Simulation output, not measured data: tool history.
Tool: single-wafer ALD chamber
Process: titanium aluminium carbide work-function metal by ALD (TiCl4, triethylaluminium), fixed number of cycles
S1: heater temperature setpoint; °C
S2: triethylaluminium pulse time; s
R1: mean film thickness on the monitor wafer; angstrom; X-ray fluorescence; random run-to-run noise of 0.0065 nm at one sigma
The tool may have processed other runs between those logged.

run    day   S1     S2      R1
  1  0.000  285  12.79  18.792
  2  0.129  285  15.77  18.789
  3  0.383  285  13.19  18.702
  4  0.492  285  15.74  18.858
  5  0.712  285  14.13  18.861
  6  0.850  280  13.94  18.212
  7  1.158  277  13.84  17.876
  8  1.329  275  13.76  17.729
  9  1.625  273  13.68  17.558

Run 10 has not been measured yet. What should we expect?
 10  1.750  271  13.61   ?

{"run 10": {"R1": 17.272}}
